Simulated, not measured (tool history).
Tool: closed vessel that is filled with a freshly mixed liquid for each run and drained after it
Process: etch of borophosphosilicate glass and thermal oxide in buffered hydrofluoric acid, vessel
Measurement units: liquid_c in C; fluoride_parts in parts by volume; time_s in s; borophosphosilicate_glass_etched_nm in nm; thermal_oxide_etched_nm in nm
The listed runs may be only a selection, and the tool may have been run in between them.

run  hour  liquid_c  fluoride_parts  time_s  borophosphosilicate_glass_etched_nm  thermal_oxide_etched_nm
  1   0.0      25.0             8.0      60                              123.940                   91.284
  2   6.1      22.5             8.5      60                              101.820                   75.261
  3  15.1      20.5             9.0      60                               85.630                   61.974
  4  21.6      20.5             7.0      60                              112.240                   83.344
  5  30.6      19.5             8.0      60                               91.689                   67.525
  6  32.9      18.5             8.5      60                               81.636                   58.979
  7  41.0      18.0             9.0      60                               74.690                   54.273
  8  47.9      17.5             9.5      60                               70.388                   51.077

Forecast run 9:
  9  50.5      17.0            10.5      60                                    ?                        ?

{"run 9": {"borophosphosilicate_glass_etched_nm": 62.869, "thermal_oxide_etched_nm": 45.357}}
